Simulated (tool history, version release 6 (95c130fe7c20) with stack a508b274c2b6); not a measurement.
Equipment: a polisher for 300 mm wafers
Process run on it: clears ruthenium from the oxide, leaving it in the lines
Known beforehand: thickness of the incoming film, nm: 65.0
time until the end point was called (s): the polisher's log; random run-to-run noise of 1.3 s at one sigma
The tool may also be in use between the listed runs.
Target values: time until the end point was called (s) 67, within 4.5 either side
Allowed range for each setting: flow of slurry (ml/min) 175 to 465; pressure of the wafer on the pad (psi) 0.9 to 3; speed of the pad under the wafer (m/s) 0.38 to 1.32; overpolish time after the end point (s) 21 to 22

| run | day | flow of slurry (ml/min) | pressure of the wafer on the pad (psi) | speed of the pad under the wafer (m/s) | overpolish time after the end point (s) | time until the end point was called (s) |
|---|---|---|---|---|---|---|
| 1 | 0 | 295 | 1.9 | 0.84 | 21 | 89.789 |
| 2 | 0.146 | 295 | 2 | 0.84 | 21 | 87.991 |
| 3 | 0.338 | 295 | 2.1 | 0.84 | 21 | 81.552 |
| 4 | 0.421 | 245 | 2.1 | 0.84 | 21 | 81.775 |
| 5 | 0.712 | 245 | 2.2 | 0.84 | 21 | 81.693 |
| 6 | 0.838 | 245 | 1.9 | 0.84 | 21 | 89.095 |
| 7 | 1.012 | 245 | 2 | 0.84 | 21 | 90.714 |
| 8 | 1.175 | 250 | 2.1 | 0.84 | 21 | 84.8 |

Exercise: of the 5 proposed moves below, exactly one satisfies all targets within the stated allowed misses. Which move is it?
| A | 1.338 | 230 | 1.7 | 0.8 | 22 | ? |
| B | 1.338 | 240 | 1.8 | 0.68 | 22 | ? |
| C | 1.338 | 285 | 2.5 | 1.04 | 21 | ? |
| D | 1.338 | 285 | 2.7 | 0.82 | 22 | ? |
| E | 1.338 | 270 | 1.9 | 0.66 | 21 | ? |

| move | time until the end point was called (s) |
|---|---|
| A | 111.89 |
| B | 123.18 |
| C | 58.097 |
| D | 67.898 |
| E | 118.62 |
A: its largest miss is bigger than the last run's
B: its largest miss is bigger than the last run's
C: carries the result that was furthest off beyond its target, to the other side
D: every result lands within tolerance
E: its largest miss is bigger than the last run's
Move D is the one to make.
